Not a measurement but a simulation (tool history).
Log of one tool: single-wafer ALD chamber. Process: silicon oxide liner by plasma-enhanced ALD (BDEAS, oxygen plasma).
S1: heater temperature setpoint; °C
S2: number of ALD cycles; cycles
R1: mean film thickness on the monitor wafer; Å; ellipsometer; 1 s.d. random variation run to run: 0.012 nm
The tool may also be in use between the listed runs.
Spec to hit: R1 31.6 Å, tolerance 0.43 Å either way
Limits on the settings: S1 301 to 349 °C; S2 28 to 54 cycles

Run 1, hour 0: S1 325 °C, S2 41 cycles. Result: R1 38.632 Å.
Run 2, hour 6.9: S1 326 °C, S2 40 cycles. Result: R1 37.761 Å.
Run 3, hour 12.7: S1 327 °C, S2 39 cycles. Result: R1 36.651 Å.
Run 4, hour 13.6: S1 331 °C, S2 39 cycles. Result: R1 36.54 Å.
Run 5, hour 21.8: S1 321 °C, S2 39 cycles. Result: R1 36.991 Å.
Run 6, hour 23.2: S1 321 °C, S2 38 cycles. Result: R1 35.904 Å.
Run 7, hour 30.8: S1 321 °C, S2 37 cycles. Result: R1 34.847 Å.
Run 8, hour 35.7: S1 321 °C, S2 35 cycles. Result: R1 33.096 Å.
Run 9, hour 37: S1 321 °C, S2 34 cycles. Result: R1 32.146 Å.

Below are 5 possible settings for the next run. Only one of them brings all results inside the allowed miss of their targets. Which is it?
Run A, hour 38.3: S1 331 °C, S2 33 cycles. Result: R1 ?.
Run B, hour 38.3: S1 330 °C, S2 34 cycles. Result: R1 ?.
Run C, hour 38.3: S1 322 °C, S2 35 cycles. Result: R1 ?.
Run D, hour 38.3: S1 324 °C, S2 35 cycles. Result: R1 ?.
Run E, hour 38.3: S1 330 °C, S2 35 cycles. Result: R1 ?.

move      R1
   A   30.93
   B  31.908
   C  33.184
   D  33.099
   E  32.846
A: takes the biggest miss from the last run beyond its target
B: every result within its allowed miss
C: lands further from the targets than the last run did
D: lands further from the targets than the last run did
E: lands further from the targets than the last run did
B is the move that brings every result within its allowed miss.
